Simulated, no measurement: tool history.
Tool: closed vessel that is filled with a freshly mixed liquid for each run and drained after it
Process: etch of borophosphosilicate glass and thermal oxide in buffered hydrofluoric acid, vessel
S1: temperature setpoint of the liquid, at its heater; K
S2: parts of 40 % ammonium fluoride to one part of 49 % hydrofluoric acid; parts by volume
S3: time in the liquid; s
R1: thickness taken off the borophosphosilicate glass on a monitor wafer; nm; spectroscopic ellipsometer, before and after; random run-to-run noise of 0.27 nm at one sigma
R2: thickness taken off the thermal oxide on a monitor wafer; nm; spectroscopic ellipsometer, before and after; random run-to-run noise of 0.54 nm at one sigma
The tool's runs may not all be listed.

{"run": 1, "hour": 0.0, "S1": 293.15, "S2": 10.0, "S3": 60, "R1": 72.22, "R2": 61.406}
{"run": 2, "hour": 8.0, "S1": 292.65, "S2": 10.0, "S3": 60, "R1": 69.87, "R2": 59.658}
{"run": 3, "hour": 17.1, "S1": 290.15, "S2": 10.0, "S3": 60, "R1": 61.373, "R2": 51.561}
{"run": 4, "hour": 19.9, "S1": 290.65, "S2": 10.0, "S3": 60, "R1": 63.351, "R2": 53.212}
{"run": 5, "hour": 22.0, "S1": 290.65, "S2": 13.0, "S3": 60, "R1": 48.184, "R2": 41.724}
{"run": 6, "hour": 27.5, "S1": 290.15, "S2": 13.0, "S3": 60, "R1": 47.108, "R2": 39.851}

Run 7 is up next; what results do you expect?
{"run": 7, "hour": 29.6, "S1": 291.65, "S2": 13.0, "S3": 60, "R1": "?", "R2": "?"}

R1: 51.201 nm
R2: 43.346 nm
